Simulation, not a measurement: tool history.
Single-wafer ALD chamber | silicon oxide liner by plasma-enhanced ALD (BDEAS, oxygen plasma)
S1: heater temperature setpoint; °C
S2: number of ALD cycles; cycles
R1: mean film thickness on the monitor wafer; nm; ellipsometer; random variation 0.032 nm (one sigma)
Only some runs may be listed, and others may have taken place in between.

Run 1, hour 0.0: S1 320 °C, S2 67 cycles. Result: R1 6.1559 nm.
Run 2, hour 4.4: S1 316 °C, S2 67 cycles. Result: R1 6.1871 nm.
Run 3, hour 5.5: S1 315 °C, S2 71 cycles. Result: R1 6.6143 nm.
Run 4, hour 12.5: S1 314 °C, S2 73 cycles. Result: R1 6.7972 nm.
Run 5, hour 17.9: S1 313 °C, S2 75 cycles. Result: R1 7.0000 nm.
Run 6, hour 20.9: S1 313 °C, S2 70 cycles. Result: R1 6.5296 nm.
Run 7, hour 27.5: S1 312 °C, S2 72 cycles. Result: R1 6.7973 nm.
Run 8, hour 33.8: S1 309 °C, S2 73 cycles. Result: R1 6.8398 nm.

Run 9, settings as shown, results not yet in. Your forecast:
Run 9, hour 34.8: S1 309 °C, S2 75 cycles. Result: R1 ?.

Run 9 measured R1 7.0436 nm.

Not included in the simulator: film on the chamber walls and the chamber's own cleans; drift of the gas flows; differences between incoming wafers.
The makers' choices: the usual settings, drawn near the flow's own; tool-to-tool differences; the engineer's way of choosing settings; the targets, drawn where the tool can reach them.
